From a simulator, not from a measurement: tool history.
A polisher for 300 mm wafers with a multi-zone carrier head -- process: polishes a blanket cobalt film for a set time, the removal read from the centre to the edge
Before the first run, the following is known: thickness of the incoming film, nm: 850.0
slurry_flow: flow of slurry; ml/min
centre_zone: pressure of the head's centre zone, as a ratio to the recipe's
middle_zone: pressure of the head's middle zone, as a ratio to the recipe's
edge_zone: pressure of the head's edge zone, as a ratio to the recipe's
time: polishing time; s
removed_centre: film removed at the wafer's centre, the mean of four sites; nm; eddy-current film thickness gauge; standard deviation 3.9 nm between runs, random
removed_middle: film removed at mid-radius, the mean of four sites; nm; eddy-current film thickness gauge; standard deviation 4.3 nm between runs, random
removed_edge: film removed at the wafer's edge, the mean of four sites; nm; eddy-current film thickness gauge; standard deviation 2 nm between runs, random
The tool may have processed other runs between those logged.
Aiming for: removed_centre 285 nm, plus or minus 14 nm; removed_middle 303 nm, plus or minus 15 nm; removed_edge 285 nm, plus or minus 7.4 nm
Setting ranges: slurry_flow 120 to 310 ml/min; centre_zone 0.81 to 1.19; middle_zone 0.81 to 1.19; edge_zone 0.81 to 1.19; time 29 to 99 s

run 1 hour=0 | slurry_flow=200 centre_zone=1 middle_zone=1 edge_zone=1 time=64 | removed_centre=245.18 removed_middle=243.92 removed_edge=240.88
run 2 hour=8.2 | slurry_flow=205 centre_zone=1.01 middle_zone=1.02 edge_zone=1.02 time=65 | removed_centre=251.16 removed_middle=251.83 removed_edge=244.05
run 3 hour=12.9 | slurry_flow=205 centre_zone=1.01 middle_zone=0.97 edge_zone=1.02 time=65 | removed_centre=249.65 removed_middle=252.95 removed_edge=248.39
run 4 hour=18.3 | slurry_flow=160 centre_zone=1.01 middle_zone=0.97 edge_zone=1.02 time=65 | removed_centre=239.31 removed_middle=240.27 removed_edge=240.18
run 5 hour=26.9 | slurry_flow=160 centre_zone=1.01 middle_zone=0.97 edge_zone=1.02 time=80 | removed_centre=292.69 removed_middle=295.48 removed_edge=294.14
run 6 hour=28.7 | slurry_flow=160 centre_zone=1.05 middle_zone=0.97 edge_zone=1.02 time=80 | removed_centre=309.77 removed_middle=304.54 removed_edge=293.7
run 7 hour=35 | slurry_flow=155 centre_zone=1.04 middle_zone=0.98 edge_zone=1.02 time=80 | removed_centre=296.71 removed_middle=305.54 removed_edge=298.78
run 8 hour=40.1 | slurry_flow=145 centre_zone=1.03 middle_zone=1 edge_zone=0.94 time=79 | removed_centre=290.18 removed_middle=294.61 removed_edge=275.08

Which of these 4 next moves meets every target?
run A hour=45.2 | slurry_flow=135 centre_zone=1.11 middle_zone=1.08 edge_zone=0.92 time=75 | removed_centre=? removed_middle=? removed_edge=?
run B hour=45.2 | slurry_flow=160 centre_zone=1.01 middle_zone=0.88 edge_zone=0.93 time=77 | removed_centre=? removed_middle=? removed_edge=?
run C hour=45.2 | slurry_flow=140 centre_zone=1.1 middle_zone=1 edge_zone=0.89 time=84 | removed_centre=? removed_middle=? removed_edge=?
run D hour=45.2 | slurry_flow=120 centre_zone=0.98 middle_zone=1.01 edge_zone=0.89 time=85 | removed_centre=? removed_middle=? removed_edge=?

move=A removed_centre=299.3 removed_middle=283.39 removed_edge=255.7
move=B removed_centre=291.4 removed_middle=252.69 removed_edge=270.46
move=C removed_centre=334.89 removed_middle=299.41 removed_edge=283.77
move=D removed_centre=294.35 removed_middle=296.38 removed_edge=280.88
A: further off than the last run
B: further off than the last run
C: puts the biggest miss on target and leaves a different result outside tolerance
D: all results in spec
The right move is D.
